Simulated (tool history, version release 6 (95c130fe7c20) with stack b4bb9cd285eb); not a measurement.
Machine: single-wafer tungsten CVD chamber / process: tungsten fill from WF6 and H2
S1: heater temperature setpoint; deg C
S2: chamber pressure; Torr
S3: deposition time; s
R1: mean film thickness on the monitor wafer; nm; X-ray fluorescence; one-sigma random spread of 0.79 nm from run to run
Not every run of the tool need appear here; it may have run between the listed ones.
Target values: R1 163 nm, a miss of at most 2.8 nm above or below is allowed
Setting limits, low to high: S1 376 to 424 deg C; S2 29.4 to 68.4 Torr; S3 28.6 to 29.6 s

| run | hour | S1 | S2 | S3 | R1 |
|---|---|---|---|---|---|
| 1 | 0 | 400 | 48.9 | 28.6 | 110.6 |
| 2 | 7.9 | 410 | 48.9 | 28.6 | 134.47 |
| 3 | 16.3 | 410 | 40.2 | 28.6 | 121.87 |
| 4 | 17.6 | 410 | 40.2 | 28.6 | 121.76 |
| 5 | 18.3 | 415 | 41 | 28.6 | 133.95 |
| 6 | 23.3 | 418 | 42.1 | 28.6 | 143.03 |
| 7 | 27.6 | 420 | 42.9 | 28.6 | 148.44 |
| 8 | 32.6 | 421 | 43.7 | 28.6 | 151.9 |
| 9 | 37.6 | 421 | 43.7 | 28.6 | 152.44 |
| 10 | 38.5 | 422 | 44.2 | 28.6 | 155.29 |
| 11 | 43.7 | 422 | 44.2 | 28.6 | 155.29 |
| 12 | 50.6 | 423 | 44.7 | 28.6 | 160.07 |

5 candidate next runs follow, results not yet known. Just one meets every target within its allowed miss. Identify it.
| A | 57.5 | 422 | 41.5 | 29.6 | ? |
| B | 57.5 | 421 | 47.3 | 28.6 | ? |
| C | 57.5 | 419 | 46.8 | 29.3 | ? |
| D | 57.5 | 419 | 48.1 | 28.6 | ? |
| E | 57.5 | 422 | 48.5 | 28.8 | ? |

| move | R1 |
|---|---|
| A | 156.17 |
| B | 158.33 |
| C | 156.45 |
| D | 154.73 |
| E | 163.89 |
A: lands further from the targets than the last run did
B: lands further from the targets than the last run did
C: lands further from the targets than the last run did
D: lands further from the targets than the last run did
E: each result inside its tolerance
E is the move that brings every result within its allowed miss.

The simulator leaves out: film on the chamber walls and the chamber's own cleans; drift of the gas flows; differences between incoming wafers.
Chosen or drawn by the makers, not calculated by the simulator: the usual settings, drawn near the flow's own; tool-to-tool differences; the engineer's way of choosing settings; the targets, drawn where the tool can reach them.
